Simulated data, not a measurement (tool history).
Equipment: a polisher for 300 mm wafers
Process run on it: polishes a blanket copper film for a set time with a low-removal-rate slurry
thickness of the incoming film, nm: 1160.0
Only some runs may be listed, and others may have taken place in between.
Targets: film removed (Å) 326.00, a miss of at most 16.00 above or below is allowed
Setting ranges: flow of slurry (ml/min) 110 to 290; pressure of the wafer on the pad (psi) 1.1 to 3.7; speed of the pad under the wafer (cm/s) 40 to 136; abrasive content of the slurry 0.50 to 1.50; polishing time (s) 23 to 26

run	day	flow of slurry (ml/min)	pressure of the wafer on the pad (psi)	speed of the pad under the wafer (cm/s)	abrasive content of the slurry	polishing time (s)	film removed (Å)
1	0.000	185	2.4	88	1.00	26	619.95
2	0.354	185	2.9	88	1.00	26	714.21
3	0.650	185	2.9	88	1.00	23	620.43
4	0.821	140	2.9	88	1.00	23	616.93
5	1.162	140	2.9	88	1.10	23	621.84
6	1.288	140	2.9	88	1.10	26	719.30
7	1.312	140	2.6	82	1.10	26	595.07
8	1.675	140	2.3	78	1.10	26	506.23
9	1.825	140	2.1	76	1.10	26	445.95
# day 2.146: slurry blender recalibrated
10	2.146	140	1.9	76	1.10	26	432.92
11	2.417	140	1.7	76	1.10	26	387.91

Exercise: of the 5 proposed moves below, exactly one satisfies all targets within the stated allowed misses. Which move is it?
A	2.688	145	1.8	74	1.20	23	?
B	2.688	120	1.7	72	0.80	25	?
C	2.688	155	1.1	82	1.00	26	?
D	2.688	160	1.3	96	1.15	24	?
E	2.688	215	1.8	50	1.10	26	?

move	film removed (Å)
A	364.22
B	322.61
C	283.96
D	366.80
E	290.69
A: an improvement on the last run, though not all results are within tolerance
B: every result lands within tolerance
C: takes the biggest miss from the last run beyond its target
D: an improvement on the last run, though not all results are within tolerance
E: takes the biggest miss from the last run beyond its target
Go with B: it meets all targets.
